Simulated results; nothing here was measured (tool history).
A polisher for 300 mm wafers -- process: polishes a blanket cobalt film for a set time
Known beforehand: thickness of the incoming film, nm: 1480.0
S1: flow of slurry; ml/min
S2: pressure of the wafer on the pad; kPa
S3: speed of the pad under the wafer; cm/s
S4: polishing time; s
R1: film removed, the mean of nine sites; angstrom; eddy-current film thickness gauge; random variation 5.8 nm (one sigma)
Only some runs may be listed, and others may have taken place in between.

run	hour	S1	S2	S3	S4	R1
1	0.0	155	11.7	126	86	4129.4
2	4.4	155	11.7	114	86	3840.6
3	11.0	155	11.7	114	86	3826.6
4	12.4	155	11.7	114	86	3850.0
5	17.3	155	9.7	114	86	3301.9
6	21.6	130	9.7	114	86	3178.5
7	23.1	140	11.7	114	86	3819.2
8	25.2	140	11.7	114	86	3812.9
9	29.8	140	11.7	114	86	3763.3
10	32.1	150	13.1	114	86	4224.2
11	36.7	155	14.5	114	86	4637.7
12	37.9	155	15.2	114	86	4811.2

What will run 13 give?
13	43.8	155	15.9	114	86	?

R1: 5039.8 angstrom
